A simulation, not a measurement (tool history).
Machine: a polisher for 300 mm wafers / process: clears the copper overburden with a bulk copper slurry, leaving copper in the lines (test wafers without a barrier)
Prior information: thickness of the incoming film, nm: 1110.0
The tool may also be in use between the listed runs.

run	hour	flow of slurry (ml/min)	pressure of the wafer on the pad (psi)	speed of the pad under the wafer (cm/s)	abrasive content of the slurry	overpolish time after the end point (s)	time until the end point was called (s)	dishing of a wide line in a test structure (angstrom)
1	0	210	3.2	92	1	13	118.19	793.06
2	7.5	210	3.2	92	1.15	13	117.97	815.76
3	15	210	3.2	92	1.15	9	115.69	589.16
4	23.9	210	3.2	78	1.15	9	138.89	547.48
5	32.7	210	3.2	62	1.15	9	165.06	445.72
6	41.1	210	2.9	62	1.15	9	178.44	408.05
7	45.6	225	2.7	70	1.1	8	168.5	386.06
8	49.7	240	2.5	76	1	7	170.97	352.97
9	57.4	250	2.3	82	0.95	7	169.75	334.08

Run 10 comes next. What will it give?
10	61	310	1.5	108	0.7	4	?	?

time until the end point was called (s): 187.05
dishing of a wide line in a test structure (angstrom): 186.25

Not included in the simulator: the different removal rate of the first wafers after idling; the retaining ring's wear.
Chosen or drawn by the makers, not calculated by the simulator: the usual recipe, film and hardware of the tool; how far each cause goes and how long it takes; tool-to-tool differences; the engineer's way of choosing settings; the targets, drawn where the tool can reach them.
